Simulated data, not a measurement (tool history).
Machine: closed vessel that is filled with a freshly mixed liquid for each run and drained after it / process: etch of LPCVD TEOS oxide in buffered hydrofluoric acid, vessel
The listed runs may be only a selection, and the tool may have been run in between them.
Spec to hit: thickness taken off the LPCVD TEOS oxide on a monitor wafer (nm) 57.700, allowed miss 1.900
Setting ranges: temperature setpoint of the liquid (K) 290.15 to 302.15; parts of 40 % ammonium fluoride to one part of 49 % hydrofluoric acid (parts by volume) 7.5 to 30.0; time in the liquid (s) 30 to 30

run    day  temperature setpoint of the liquid (K)  parts of 40 % ammonium fluoride to one part of 49 % hydrofluoric acid (parts by volume)  time in the liquid (s)  thickness taken off the LPCVD TEOS oxide on a monitor wafer (nm)
  1  0.000                                  294.15                                                                                     22.0                      30                                                            27.243
  2  0.167                                  294.15                                                                                     22.0                      30                                                            27.919
  3  0.346                                  294.15                                                                                     22.0                      30                                                            27.398
  4  0.675                                  296.15                                                                                     22.0                      30                                                            30.886
  5  0.912                                  296.15                                                                                     22.0                      30                                                            31.365
  6  0.962                                  298.65                                                                                     22.0                      30                                                            35.276
  7  1.050                                  299.65                                                                                     19.0                      30                                                            42.138
  8  1.196                                  300.65                                                                                     17.5                      30                                                            47.971
  9  1.267                                  301.15                                                                                     16.5                      30                                                            52.500
 10  1.600                                  301.65                                                                                     16.0                      30                                                            54.775

Pick the move, out of 5, that brings all results within their allowed miss; only one does.
  A  1.933                                  300.65                                                                                     15.5                      30                                                                 ?
  B  1.933                                  302.15                                                                                     14.5                      30                                                                 ?
  C  1.933                                  302.15                                                                                     17.0                      30                                                                 ?
  D  1.933                                  301.65                                                                                     15.5                      30                                                                 ?
  E  1.933                                  302.15                                                                                     15.0                      30                                                                 ?

move  thickness taken off the LPCVD TEOS oxide on a monitor wafer (nm)
   A                                                            53.977
   B                                                            62.409
   C                                                            53.390
   D                                                            56.929
   E                                                            60.369
A: its largest miss is bigger than the last run's
B: moves the result that the last run missed by most past its target, out the other side
C: its largest miss is bigger than the last run's
D: every result within its allowed miss
E: moves the result that the last run missed by most past its target, out the other side
D meets every target.
